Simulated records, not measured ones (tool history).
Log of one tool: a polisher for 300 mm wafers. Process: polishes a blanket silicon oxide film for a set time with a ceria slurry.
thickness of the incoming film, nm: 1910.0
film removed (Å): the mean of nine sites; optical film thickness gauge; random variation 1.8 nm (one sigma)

run,hour,flow of slurry (ml/min),pressure of the wafer on the pad (kPa),speed of the pad under the wafer (m/s),polishing time (s),film removed (Å)
1,0.0,245,26.9,1.38,48,3355.0
2,6.0,245,22.1,1.28,48,2578.9
3,11.6,245,22.1,1.06,48,2159.4
4,14.4,245,22.1,1.32,48,2695.5
5,20.1,245,22.1,1.18,48,2446.5
6,26.7,245,18.6,1.14,48,2031.7
7,29.2,245,16.5,1.14,48,1877.8

The next listed run, before its measurement:
8,37.8,245,15.2,1.14,48,?

film removed (Å): 1741.4

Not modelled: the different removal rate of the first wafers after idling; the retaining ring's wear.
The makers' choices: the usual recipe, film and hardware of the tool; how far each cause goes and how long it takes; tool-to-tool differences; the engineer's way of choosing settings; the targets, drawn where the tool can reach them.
